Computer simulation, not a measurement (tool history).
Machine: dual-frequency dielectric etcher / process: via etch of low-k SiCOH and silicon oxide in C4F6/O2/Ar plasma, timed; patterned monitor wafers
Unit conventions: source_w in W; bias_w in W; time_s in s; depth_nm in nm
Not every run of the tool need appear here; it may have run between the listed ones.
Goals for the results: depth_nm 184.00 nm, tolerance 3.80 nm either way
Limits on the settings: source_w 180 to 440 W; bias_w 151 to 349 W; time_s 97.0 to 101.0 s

run 1 hour=0.0 | source_w=310 bias_w=250 time_s=97.0 | depth_nm=250.61
run 2 hour=3.6 | source_w=260 bias_w=250 time_s=97.0 | depth_nm=227.17
run 3 hour=9.9 | source_w=260 bias_w=220 time_s=97.0 | depth_nm=216.43
run 4 hour=14.6 | source_w=240 bias_w=216 time_s=97.0 | depth_nm=206.21
run 5 hour=23.4 | source_w=240 bias_w=216 time_s=97.0 | depth_nm=205.31
run 6 hour=25.7 | source_w=270 bias_w=216 time_s=97.0 | depth_nm=221.63
run 7 hour=28.7 | source_w=250 bias_w=214 time_s=97.0 | depth_nm=212.67
-- hour=37.0 wet clean of the chamber
run 8 hour=37.0 | source_w=230 bias_w=211 time_s=97.0 | depth_nm=194.56
run 9 hour=42.2 | source_w=220 bias_w=210 time_s=97.0 | depth_nm=190.49

Of the 4 settings listed for the next run, only one would bring every result within its allowed miss of target. Which one?
run A hour=47.4 | source_w=240 bias_w=189 time_s=100.0 | depth_nm=?
run B hour=47.4 | source_w=220 bias_w=218 time_s=99.5 | depth_nm=?
run C hour=47.4 | source_w=190 bias_w=232 time_s=100.0 | depth_nm=?
run D hour=47.4 | source_w=200 bias_w=259 time_s=97.5 | depth_nm=?

move=A depth_nm=199.99
move=B depth_nm=197.70
move=C depth_nm=184.94
move=D depth_nm=193.34
A: misses by more than the last run did
B: misses by more than the last run did
C: all results land within tolerance of their targets
D: misses by more than the last run did
Go with C: it meets all targets.
